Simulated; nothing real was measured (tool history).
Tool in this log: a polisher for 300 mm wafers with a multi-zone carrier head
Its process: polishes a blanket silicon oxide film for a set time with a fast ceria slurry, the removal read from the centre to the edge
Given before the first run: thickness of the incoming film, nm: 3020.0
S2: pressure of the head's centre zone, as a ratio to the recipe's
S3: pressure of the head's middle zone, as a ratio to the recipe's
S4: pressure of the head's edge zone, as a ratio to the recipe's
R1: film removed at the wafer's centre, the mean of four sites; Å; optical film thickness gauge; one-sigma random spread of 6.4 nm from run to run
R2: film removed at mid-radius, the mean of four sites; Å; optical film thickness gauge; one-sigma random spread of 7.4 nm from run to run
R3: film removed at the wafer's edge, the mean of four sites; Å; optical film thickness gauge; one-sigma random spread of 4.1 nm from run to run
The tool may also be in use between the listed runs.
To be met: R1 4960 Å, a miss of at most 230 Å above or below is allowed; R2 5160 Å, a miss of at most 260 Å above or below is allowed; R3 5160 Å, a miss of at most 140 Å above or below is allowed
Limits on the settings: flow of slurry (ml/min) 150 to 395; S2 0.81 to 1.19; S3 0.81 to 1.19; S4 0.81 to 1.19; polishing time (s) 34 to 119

Run 1, hour 0: flow of slurry (ml/min) 250, S2 1, S3 1, S4 1, polishing time (s) 76. Result: R1 8329.6 Å, R2 7968.2 Å, R3 8215.3 Å.
Run 2, hour 8: flow of slurry (ml/min) 250, S2 1, S3 1, S4 1.06, polishing time (s) 76. Result: R1 8283.6 Å, R2 7725.4 Å, R3 8533.3 Å.
Run 3, hour 11.1: flow of slurry (ml/min) 250, S2 1, S3 1, S4 1.02, polishing time (s) 76. Result: R1 8208.3 Å, R2 7890.4 Å, R3 8298.5 Å.
Run 4, hour 16.4: flow of slurry (ml/min) 250, S2 1.06, S3 1, S4 1.02, polishing time (s) 76. Result: R1 8678.7 Å, R2 7888.5 Å, R3 8337.7 Å.
Run 5, hour 25: flow of slurry (ml/min) 250, S2 1.06, S3 1, S4 0.99, polishing time (s) 76. Result: R1 8618.4 Å, R2 7992.9 Å, R3 8292.6 Å.
Run 6, hour 26: flow of slurry (ml/min) 195, S2 1.06, S3 1, S4 0.99, polishing time (s) 76. Result: R1 8496.9 Å, R2 7818.6 Å, R3 8117.5 Å.
Run 7, hour 27.1: flow of slurry (ml/min) 190, S2 1.02, S3 0.99, S4 0.97, polishing time (s) 69. Result: R1 7398.2 Å, R2 6952.2 Å, R3 7280.4 Å.
At hour 33.8: edge zone pressure recalibrated.
Run 8, hour 33.8: flow of slurry (ml/min) 190, S2 0.99, S3 0.99, S4 0.95, polishing time (s) 64. Result: R1 6652.8 Å, R2 6551.8 Å, R3 6616.1 Å.
Run 9, hour 36.1: flow of slurry (ml/min) 190, S2 0.97, S3 0.97, S4 0.93, polishing time (s) 61. Result: R1 6211.9 Å, R2 5969.8 Å, R3 6121.9 Å.

Of the 4 settings listed for the next run, only one would bring every result within its allowed miss of target. Which one?
Run A, hour 38.4: flow of slurry (ml/min) 230, S2 0.91, S3 0.98, S4 0.92, polishing time (s) 51. Result: R1 ?, R2 ?, R3 ?.
Run B, hour 38.4: flow of slurry (ml/min) 285, S2 1, S3 0.95, S4 0.88, polishing time (s) 51. Result: R1 ?, R2 ?, R3 ?.
Run C, hour 38.4: flow of slurry (ml/min) 150, S2 0.92, S3 1.02, S4 1.07, polishing time (s) 52. Result: R1 ?, R2 ?, R3 ?.
Run D, hour 38.4: flow of slurry (ml/min) 175, S2 0.97, S3 0.95, S4 0.89, polishing time (s) 49. Result: R1 ?, R2 ?, R3 ?.

move      R1      R2      R3
   A  4845.6  5102.6  5115.1
   B  5429.6  5054.8  5079.1
   C  4791.9  5181.5  5451.5
   D  4835.4  4663.5  4757.8
A: meets every target
B: the worst result of the last run now meets its target, but another is out of spec
C: closes in on the targets versus the last run, not all within tolerance yet
D: carries the result that was furthest off beyond its target, to the other side
The right move is A.
